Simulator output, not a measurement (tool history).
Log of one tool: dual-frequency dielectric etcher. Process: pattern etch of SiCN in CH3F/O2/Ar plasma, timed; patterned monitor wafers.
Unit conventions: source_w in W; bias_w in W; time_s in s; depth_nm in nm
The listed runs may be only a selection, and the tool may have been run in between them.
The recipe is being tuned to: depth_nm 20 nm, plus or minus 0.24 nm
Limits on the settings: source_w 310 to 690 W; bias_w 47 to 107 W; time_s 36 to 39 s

run,hour,source_w,bias_w,time_s,depth_nm
1,0,500,77,39,18.164
2,5,430,77,39,16.845
3,6.1,430,77,36,15.475
4,15.1,460,77,36,15.978
5,19,460,77,39,17.379
6,19.6,480,77,39,17.837
7,26.5,490,77,39,17.88
8,35.1,490,77,39,17.877
9,38.2,500,77,39,17.974
10,43.1,510,77,39,18.332
11,50.2,520,77,39,18.512
12,51.3,530,77,39,18.597
13,54.9,540,77,39,18.714
14,55.7,550,77,39,19.089
15,56.8,550,77,39,18.886
16,64.3,630,78,39,20.265

Pick the move, out of 4, that brings all results within their allowed miss; only one does.
A,71.8,630,84,37.5,?
B,71.8,640,80,39,?
C,71.8,640,83,38.5,?
D,71.8,690,79,37.5,?

move,depth_nm
A,20.029
B,20.667
C,20.635
D,20.488
A: meets every target
B: its largest miss is bigger than the last run's
C: its largest miss is bigger than the last run's
D: its largest miss is bigger than the last run's
The right move is A.

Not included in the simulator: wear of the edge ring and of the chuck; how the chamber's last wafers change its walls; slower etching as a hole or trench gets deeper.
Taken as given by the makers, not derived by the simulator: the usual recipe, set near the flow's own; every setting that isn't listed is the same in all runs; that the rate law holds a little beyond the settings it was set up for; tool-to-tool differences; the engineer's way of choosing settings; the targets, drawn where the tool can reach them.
